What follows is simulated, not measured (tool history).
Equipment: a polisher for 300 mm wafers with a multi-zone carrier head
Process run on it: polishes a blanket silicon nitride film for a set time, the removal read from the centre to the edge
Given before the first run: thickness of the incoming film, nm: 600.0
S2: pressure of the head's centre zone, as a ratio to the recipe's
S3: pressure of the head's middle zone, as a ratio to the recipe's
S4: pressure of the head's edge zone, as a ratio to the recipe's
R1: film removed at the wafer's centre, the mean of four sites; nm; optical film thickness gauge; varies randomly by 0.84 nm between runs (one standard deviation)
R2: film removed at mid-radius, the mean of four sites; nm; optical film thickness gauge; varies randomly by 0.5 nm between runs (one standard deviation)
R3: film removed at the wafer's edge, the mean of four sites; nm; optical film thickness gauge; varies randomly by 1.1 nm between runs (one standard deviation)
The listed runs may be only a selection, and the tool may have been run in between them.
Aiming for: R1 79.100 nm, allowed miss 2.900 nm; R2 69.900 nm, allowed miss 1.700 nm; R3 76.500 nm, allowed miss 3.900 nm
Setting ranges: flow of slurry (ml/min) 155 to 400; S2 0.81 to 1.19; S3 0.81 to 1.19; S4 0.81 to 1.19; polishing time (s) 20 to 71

{"run": 1, "day": 0.0, "flow of slurry (ml/min)": 255, "S2": 1.0, "S3": 1.0, "S4": 1.0, "polishing time (s)": 45, "R1": 61.69, "R2": 60.567, "R3": 62.36}
{"run": 2, "day": 0.233, "flow of slurry (ml/min)": 255, "S2": 1.06, "S3": 1.0, "S4": 1.0, "polishing time (s)": 45, "R1": 66.232, "R2": 61.4, "R3": 60.929}
{"run": 3, "day": 0.358, "flow of slurry (ml/min)": 255, "S2": 1.06, "S3": 1.06, "S4": 1.0, "polishing time (s)": 45, "R1": 65.225, "R2": 63.573, "R3": 59.54}
{"run": 4, "day": 0.646, "flow of slurry (ml/min)": 255, "S2": 1.02, "S3": 1.06, "S4": 1.0, "polishing time (s)": 45, "R1": 64.484, "R2": 63.416, "R3": 61.901}
{"run": 5, "day": 0.962, "flow of slurry (ml/min)": 260, "S2": 1.03, "S3": 1.05, "S4": 1.02, "polishing time (s)": 46, "R1": 65.257, "R2": 64.415, "R3": 63.749}
{"run": 6, "day": 1.042, "flow of slurry (ml/min)": 220, "S2": 1.03, "S3": 1.05, "S4": 1.02, "polishing time (s)": 46, "R1": 64.435, "R2": 63.314, "R3": 61.568}
{"run": 7, "day": 1.208, "flow of slurry (ml/min)": 290, "S2": 1.13, "S3": 1.06, "S4": 1.12, "polishing time (s)": 49, "R1": 78.355, "R2": 70.337, "R3": 70.639}
{"run": 8, "day": 1.492, "flow of slurry (ml/min)": 290, "S2": 1.13, "S3": 1.05, "S4": 1.13, "polishing time (s)": 49, "R1": 76.821, "R2": 69.558, "R3": 69.773}
{"run": 9, "day": 1.808, "flow of slurry (ml/min)": 275, "S2": 1.11, "S3": 0.96, "S4": 1.19, "polishing time (s)": 54, "R1": 84.792, "R2": 71.861, "R3": 79.434}
{"run": 10, "day": 2.0, "flow of slurry (ml/min)": 275, "S2": 1.11, "S3": 0.96, "S4": 1.19, "polishing time (s)": 54, "R1": 82.404, "R2": 71.541, "R3": 82.306}
{"run": 11, "day": 2.371, "flow of slurry (ml/min)": 270, "S2": 1.11, "S3": 0.96, "S4": 1.18, "polishing time (s)": 54, "R1": 85.316, "R2": 71.804, "R3": 79.26}
{"run": 12, "day": 2.712, "flow of slurry (ml/min)": 265, "S2": 1.1, "S3": 0.96, "S4": 1.18, "polishing time (s)": 54, "R1": 81.329, "R2": 71.808, "R3": 80.413}
{"run": 13, "day": 3.05, "flow of slurry (ml/min)": 260, "S2": 1.1, "S3": 0.96, "S4": 1.17, "polishing time (s)": 54, "R1": 82.778, "R2": 71.659, "R3": 80.824}
{"run": 14, "day": 3.188, "flow of slurry (ml/min)": 260, "S2": 1.1, "S3": 0.96, "S4": 1.16, "polishing time (s)": 54, "R1": 84.342, "R2": 70.262, "R3": 79.124}

Which single option among these 5 for the next run brings every result within its allowed miss of target? Just one does.
{"run": "A", "day": 3.325, "flow of slurry (ml/min)": 350, "S2": 1.02, "S3": 0.99, "S4": 1.19, "polishing time (s)": 50, "R1": "?", "R2": "?", "R3": "?"}
{"run": "B", "day": 3.325, "flow of slurry (ml/min)": 230, "S2": 1.01, "S3": 0.89, "S4": 1.19, "polishing time (s)": 57, "R1": "?", "R2": "?", "R3": "?"}
{"run": "C", "day": 3.325, "flow of slurry (ml/min)": 265, "S2": 1.1, "S3": 0.99, "S4": 1.12, "polishing time (s)": 48, "R1": "?", "R2": "?", "R3": "?"}
{"run": "D", "day": 3.325, "flow of slurry (ml/min)": 350, "S2": 1.14, "S3": 0.94, "S4": 1.11, "polishing time (s)": 52, "R1": "?", "R2": "?", "R3": "?"}
{"run": "E", "day": 3.325, "flow of slurry (ml/min)": 290, "S2": 1.07, "S3": 0.95, "S4": 1.12, "polishing time (s)": 52, "R1": "?", "R2": "?", "R3": "?"}

move=A R1=73.596 R2=70.130 R3=77.244
move=B R1=79.050 R2=71.332 R3=85.250
move=C R1=73.979 R2=65.505 R3=70.407
move=D R1=85.588 R2=70.436 R3=77.552
move=E R1=78.765 R2=69.726 R3=76.866
A: takes the result that was furthest off past its target
B: brings the result that was furthest off to its target, and leaves another outside
C: takes the result that was furthest off past its target
D: lands further from the targets than the last run did
E: hits every target within its allowed miss
Go with E: it meets all targets.
